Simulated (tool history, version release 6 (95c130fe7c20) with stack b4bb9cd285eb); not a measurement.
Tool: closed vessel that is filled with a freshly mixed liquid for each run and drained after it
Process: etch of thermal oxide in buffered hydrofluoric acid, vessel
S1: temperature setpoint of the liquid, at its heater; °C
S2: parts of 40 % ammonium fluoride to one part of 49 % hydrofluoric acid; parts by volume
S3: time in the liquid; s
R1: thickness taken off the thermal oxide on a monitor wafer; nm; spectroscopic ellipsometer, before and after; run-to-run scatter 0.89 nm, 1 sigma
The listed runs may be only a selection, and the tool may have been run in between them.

{"run": 1, "day": 0.0, "S1": 22.0, "S2": 15.0, "S3": 105, "R1": 71.827}
{"run": 2, "day": 0.033, "S1": 23.0, "S2": 15.0, "S3": 105, "R1": 75.74}
{"run": 3, "day": 0.054, "S1": 25.0, "S2": 15.0, "S3": 105, "R1": 83.696}
{"run": 4, "day": 0.25, "S1": 25.5, "S2": 15.0, "S3": 105, "R1": 87.39}
{"run": 5, "day": 0.575, "S1": 22.0, "S2": 15.0, "S3": 105, "R1": 71.379}
{"run": 6, "day": 0.725, "S1": 23.0, "S2": 15.0, "S3": 105, "R1": 76.218}
{"run": 7, "day": 0.988, "S1": 24.0, "S2": 15.0, "S3": 105, "R1": 79.849}
{"run": 8, "day": 1.238, "S1": 24.5, "S2": 15.0, "S3": 105, "R1": 82.202}

What does the tool deliver on the next run?
{"run": 9, "day": 1.429, "S1": 25.0, "S2": 15.0, "S3": 105, "R1": "?"}

{"run 9": {"R1": 83.885}}
